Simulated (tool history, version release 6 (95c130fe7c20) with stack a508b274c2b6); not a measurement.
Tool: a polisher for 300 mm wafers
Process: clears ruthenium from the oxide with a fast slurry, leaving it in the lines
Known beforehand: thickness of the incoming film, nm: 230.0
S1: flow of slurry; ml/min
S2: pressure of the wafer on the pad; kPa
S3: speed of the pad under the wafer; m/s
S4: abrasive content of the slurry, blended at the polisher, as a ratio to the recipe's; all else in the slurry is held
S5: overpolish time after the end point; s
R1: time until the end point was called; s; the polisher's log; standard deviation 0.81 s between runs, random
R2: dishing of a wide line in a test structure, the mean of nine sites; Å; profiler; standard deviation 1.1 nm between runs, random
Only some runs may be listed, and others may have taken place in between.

run,day,S1,S2,S3,S4,S5,R1,R2
1,0,130,15.9,1.02,1,25,60.834,666.93
2,0.179,130,16.5,1.02,1,23,57.988,680.09
3,0.312,130,13.8,1.02,1,23,65.028,588.91
4,0.421,130,13.8,1.12,1,23,63.169,609.18
# day 0.775: worn pad replaced by a new one
5,0.775,135,13.8,1.16,1.05,21,53.502,653.84
6,0.892,155,13.8,1.16,1.05,21,53.548,671.27
7,0.988,145,13.8,1.18,1.05,19,52.502,593.36
8,1.104,145,13.8,1.18,1.05,18,53.485,574.87
9,1.392,140,14.5,1.2,1.05,17,49.298,592.86

What does the tool deliver on the next run?
10,1.717,135,14.5,1.2,1.05,16,?,?

Run 10 gave R1 51.735 s, R2 513.02 Å.
